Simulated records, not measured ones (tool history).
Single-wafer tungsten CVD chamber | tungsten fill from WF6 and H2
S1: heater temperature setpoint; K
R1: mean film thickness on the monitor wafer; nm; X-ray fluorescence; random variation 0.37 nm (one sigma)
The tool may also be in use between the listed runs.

run 1 day=0 | S1=658.15 chamber_pressure_(Pa)=7013 deposition_time_(s)=40.1 | R1=115.39
run 2 day=0.179 | S1=654.15 chamber_pressure_(Pa)=6999 deposition_time_(s)=40.1 | R1=105.69
run 3 day=0.308 | S1=654.15 chamber_pressure_(Pa)=6999 deposition_time_(s)=41.4 | R1=109.32
run 4 day=0.396 | S1=651.15 chamber_pressure_(Pa)=6986 deposition_time_(s)=41.4 | R1=102.35
run 5 day=0.733 | S1=648.15 chamber_pressure_(Pa)=6973 deposition_time_(s)=41.4 | R1=95.264
run 6 day=1.104 | S1=648.15 chamber_pressure_(Pa)=6973 deposition_time_(s)=40.1 | R1=92.078
-- day=1.217 thermocouple changed; heater temperature recalibrated
run 7 day=1.217 | S1=646.15 chamber_pressure_(Pa)=6959 deposition_time_(s)=40.1 | R1=83.124

Run 8 comes next. What will it give?
run 8 day=1.283 | S1=645.15 chamber_pressure_(Pa)=6959 deposition_time_(s)=40.1 | R1=?

{"run 8": {"R1": 81.535}}

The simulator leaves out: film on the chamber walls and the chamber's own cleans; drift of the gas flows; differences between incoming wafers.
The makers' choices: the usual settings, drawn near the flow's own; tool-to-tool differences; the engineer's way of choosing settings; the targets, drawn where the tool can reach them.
